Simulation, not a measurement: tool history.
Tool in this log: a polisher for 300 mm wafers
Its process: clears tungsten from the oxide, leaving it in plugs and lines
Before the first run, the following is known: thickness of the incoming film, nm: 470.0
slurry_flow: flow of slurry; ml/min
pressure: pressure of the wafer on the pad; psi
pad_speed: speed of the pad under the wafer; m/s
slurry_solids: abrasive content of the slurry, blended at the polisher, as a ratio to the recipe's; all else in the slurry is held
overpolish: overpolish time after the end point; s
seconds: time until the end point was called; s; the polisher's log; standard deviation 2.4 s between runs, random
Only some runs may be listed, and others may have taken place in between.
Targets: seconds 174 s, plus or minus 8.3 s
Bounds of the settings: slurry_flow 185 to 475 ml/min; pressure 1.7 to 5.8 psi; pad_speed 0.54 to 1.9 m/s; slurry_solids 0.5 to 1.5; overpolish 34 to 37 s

| run | hour | slurry_flow | pressure | pad_speed | slurry_solids | overpolish | seconds |
|---|---|---|---|---|---|---|---|
| 1 | 0 | 305 | 3.7 | 1.22 | 1 | 34 | 81.278 |
| 2 | 1.8 | 305 | 3.7 | 1.36 | 1 | 34 | 72.996 |
| 3 | 6.2 | 305 | 3.1 | 1.36 | 1 | 34 | 87.821 |
| 4 | 13.8 | 265 | 3.1 | 1.36 | 1 | 34 | 89.397 |
| 5 | 22.6 | 220 | 3.1 | 1.36 | 1 | 34 | 89.316 |
| 6 | 29.2 | 220 | 3.1 | 1.36 | 0.85 | 34 | 93.048 |
| 7 | 35.4 | 220 | 2.9 | 1.32 | 0.85 | 34 | 103.56 |
| 8 | 37.8 | 220 | 2.7 | 1.28 | 0.85 | 34 | 114.38 |
| 9 | 40.4 | 215 | 1.7 | 1.1 | 0.85 | 34 | 193.97 |
| 10 | 47.6 | 215 | 1.8 | 1.1 | 0.85 | 34 | 190.37 |
| 11 | 51.5 | 215 | 1.8 | 1.1 | 0.85 | 34 | 189.41 |
| 12 | 52 | 215 | 2.1 | 1.1 | 0.85 | 34 | 167.64 |

Next run, 4 choices. One meets every target within its allowed miss, the rest don't. Which?
| A | 52.5 | 195 | 1.9 | 1.26 | 0.95 | 34 | ? |
| B | 52.5 | 185 | 2.7 | 1.04 | 0.5 | 34 | ? |
| C | 52.5 | 225 | 2.5 | 1 | 0.75 | 34 | ? |
| D | 52.5 | 285 | 2 | 1.06 | 0.85 | 36 | ? |

| move | seconds |
|---|---|
| A | 157.64 |
| B | 151.27 |
| C | 151.83 |
| D | 170.26 |
A: moves away from the targets compared with the last run
B: moves away from the targets compared with the last run
C: moves away from the targets compared with the last run
D: every result lands within tolerance
D meets every target.

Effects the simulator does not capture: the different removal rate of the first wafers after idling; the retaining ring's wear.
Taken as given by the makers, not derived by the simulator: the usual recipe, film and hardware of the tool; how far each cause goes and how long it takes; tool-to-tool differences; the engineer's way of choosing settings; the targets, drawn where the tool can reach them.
